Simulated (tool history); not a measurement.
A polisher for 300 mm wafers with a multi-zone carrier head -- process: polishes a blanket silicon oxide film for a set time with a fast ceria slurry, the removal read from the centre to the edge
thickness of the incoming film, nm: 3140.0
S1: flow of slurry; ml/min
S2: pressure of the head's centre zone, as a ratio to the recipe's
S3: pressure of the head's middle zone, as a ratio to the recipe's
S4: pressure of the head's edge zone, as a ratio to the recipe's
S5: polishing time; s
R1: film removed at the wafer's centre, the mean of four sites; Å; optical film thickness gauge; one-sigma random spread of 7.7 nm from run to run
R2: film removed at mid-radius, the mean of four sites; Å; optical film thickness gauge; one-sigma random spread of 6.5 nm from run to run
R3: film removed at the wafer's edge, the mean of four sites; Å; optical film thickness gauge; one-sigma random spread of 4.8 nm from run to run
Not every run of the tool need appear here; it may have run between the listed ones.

run,hour,S1,S2,S3,S4,S5,R1,R2,R3
1,0.0,180,1.00,1.00,1.00,70,7779.5,7851.9,7889.4
2,4.9,180,1.00,1.07,1.00,70,7903.8,8191.5,8007.1
3,5.4,180,1.00,1.15,1.00,70,8007.1,8625.9,7979.2
4,9.7,205,1.00,1.15,1.00,70,8108.6,8855.6,8145.1
5,18.4,205,1.00,1.15,1.05,70,8076.7,8876.2,8318.4
6,21.1,205,0.92,1.15,1.05,70,7242.2,9037.8,8265.2

For run 7, what comes out?
7,23.7,195,0.92,1.11,1.04,68,?,?,?

R1: 7215.3 Å
R2: 8466.8 Å
R3: 7897.1 Å

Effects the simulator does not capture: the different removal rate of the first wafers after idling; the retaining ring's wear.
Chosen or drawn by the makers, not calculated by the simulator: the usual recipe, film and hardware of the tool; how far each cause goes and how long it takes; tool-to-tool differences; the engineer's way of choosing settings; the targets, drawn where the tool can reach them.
